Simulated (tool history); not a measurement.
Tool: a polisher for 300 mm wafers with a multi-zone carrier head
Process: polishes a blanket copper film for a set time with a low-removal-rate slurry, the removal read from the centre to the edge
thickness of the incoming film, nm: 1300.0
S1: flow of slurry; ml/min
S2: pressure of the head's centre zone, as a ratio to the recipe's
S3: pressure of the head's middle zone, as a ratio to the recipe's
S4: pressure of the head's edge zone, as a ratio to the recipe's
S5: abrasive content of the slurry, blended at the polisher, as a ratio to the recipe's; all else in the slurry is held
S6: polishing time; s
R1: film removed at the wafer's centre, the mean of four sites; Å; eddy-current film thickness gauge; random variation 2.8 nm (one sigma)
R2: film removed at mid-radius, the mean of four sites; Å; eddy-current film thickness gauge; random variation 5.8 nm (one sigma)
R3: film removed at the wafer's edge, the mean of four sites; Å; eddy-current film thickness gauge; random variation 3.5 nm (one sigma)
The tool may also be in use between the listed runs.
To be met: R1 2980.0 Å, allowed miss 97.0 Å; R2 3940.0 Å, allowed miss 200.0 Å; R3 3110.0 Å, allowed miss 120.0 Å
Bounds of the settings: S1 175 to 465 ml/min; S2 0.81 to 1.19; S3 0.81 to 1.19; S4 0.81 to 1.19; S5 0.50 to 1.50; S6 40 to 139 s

run 1 hour=0.0 | S1=295 S2=1.00 S3=1.00 S4=1.00 S5=1.00 S6=89 | R1=4488.5 R2=4314.3 R3=3946.1
run 2 hour=8.4 | S1=290 S2=0.97 S3=1.02 S4=0.99 S5=0.95 S6=88 | R1=4183.4 R2=4177.0 R3=3876.6
run 3 hour=12.5 | S1=290 S2=0.97 S3=1.02 S4=1.05 S5=0.95 S6=88 | R1=4299.7 R2=4178.4 R3=3936.9
run 4 hour=20.0 | S1=295 S2=0.96 S3=1.04 S4=1.02 S5=0.90 S6=87 | R1=4064.5 R2=4130.4 R3=3817.6
run 5 hour=21.4 | S1=295 S2=0.96 S3=1.04 S4=1.02 S5=0.75 S6=87 | R1=3906.8 R2=3946.9 R3=3642.3
run 6 hour=28.8 | S1=295 S2=0.93 S3=1.04 S4=1.02 S5=0.75 S6=87 | R1=3835.4 R2=3984.2 R3=3638.6
run 7 hour=29.9 | S1=295 S2=0.91 S3=1.06 S4=1.00 S5=0.70 S6=87 | R1=3639.9 R2=3986.3 R3=3507.8
-- hour=38.6 centre zone pressure recalibrated
run 8 hour=38.6 | S1=290 S2=0.90 S3=1.07 S4=0.99 S5=0.70 S6=87 | R1=3374.1 R2=3952.3 R3=3511.3
run 9 hour=44.6 | S1=340 S2=0.93 S3=1.17 S4=0.89 S5=0.50 S6=84 | R1=3134.3 R2=3928.4 R3=2989.5

Which of these 4 next moves meets every target?
run A hour=50.6 | S1=290 S2=0.87 S3=1.12 S4=0.94 S5=0.50 S6=93 | R1=? R2=? R3=?
run B hour=50.6 | S1=325 S2=0.96 S3=1.14 S4=0.83 S5=0.50 S6=84 | R1=? R2=? R3=?
run C hour=50.6 | S1=345 S2=1.01 S3=1.19 S4=0.93 S5=0.55 S6=82 | R1=? R2=? R3=?
run D hour=50.6 | S1=320 S2=0.87 S3=1.15 S4=0.91 S5=0.50 S6=86 | R1=? R2=? R3=?

move=A R1=3201.7 R2=4046.4 R3=3366.7
move=B R1=3232.4 R2=3750.0 R3=2908.7
move=C R1=3422.4 R2=3909.9 R3=3060.9
move=D R1=2992.2 R2=3864.3 R3=3091.0
A: further off than the last run
B: further off than the last run
C: further off than the last run
D: meets every target
The right move is D.

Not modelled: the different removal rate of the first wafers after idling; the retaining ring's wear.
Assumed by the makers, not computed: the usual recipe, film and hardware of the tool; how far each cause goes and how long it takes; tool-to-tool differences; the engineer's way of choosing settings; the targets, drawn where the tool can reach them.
